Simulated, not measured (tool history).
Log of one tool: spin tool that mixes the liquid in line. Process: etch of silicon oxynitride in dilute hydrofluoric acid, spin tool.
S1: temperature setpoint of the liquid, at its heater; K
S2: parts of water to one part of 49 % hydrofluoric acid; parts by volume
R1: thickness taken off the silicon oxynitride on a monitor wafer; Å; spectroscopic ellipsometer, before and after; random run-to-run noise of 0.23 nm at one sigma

{"run": 1, "hour": 0.0, "S1": 296.15, "S2": 95, "time under the liquid (s)": 265, "R1": 134.5}
{"run": 2, "hour": 7.3, "S1": 294.65, "S2": 95, "time under the liquid (s)": 265, "R1": 125.67}
{"run": 3, "hour": 15.3, "S1": 297.15, "S2": 95, "time under the liquid (s)": 265, "R1": 141.08}
{"run": 4, "hour": 21.2, "S1": 297.15, "S2": 95, "time under the liquid (s)": 290, "R1": 154.44}
{"run": 5, "hour": 22.3, "S1": 300.15, "S2": 95, "time under the liquid (s)": 290, "R1": 174.62}
{"run": 6, "hour": 23.6, "S1": 300.15, "S2": 80, "time under the liquid (s)": 290, "R1": 212.8}
{"run": 7, "hour": 30.0, "S1": 301.15, "S2": 70, "time under the liquid (s)": 290, "R1": 257.92}
{"run": 8, "hour": 33.1, "S1": 302.15, "S2": 65, "time under the liquid (s)": 290, "R1": 290.13}
{"run": 9, "hour": 37.3, "S1": 302.65, "S2": 60, "time under the liquid (s)": 290, "R1": 325.59}
{"run": 10, "hour": 42.0, "S1": 303.15, "S2": 55, "time under the liquid (s)": 290, "R1": 368.67}
{"run": 11, "hour": 43.0, "S1": 303.65, "S2": 55, "time under the liquid (s)": 290, "R1": 373.56}
{"run": 12, "hour": 50.9, "S1": 304.15, "S2": 50, "time under the liquid (s)": 290, "R1": 425.57}

What will run 13 give?
{"run": 13, "hour": 56.6, "S1": 303.65, "S2": 50, "time under the liquid (s)": 290, "R1": "?"}

{"run 13": {"R1": 412.22}}

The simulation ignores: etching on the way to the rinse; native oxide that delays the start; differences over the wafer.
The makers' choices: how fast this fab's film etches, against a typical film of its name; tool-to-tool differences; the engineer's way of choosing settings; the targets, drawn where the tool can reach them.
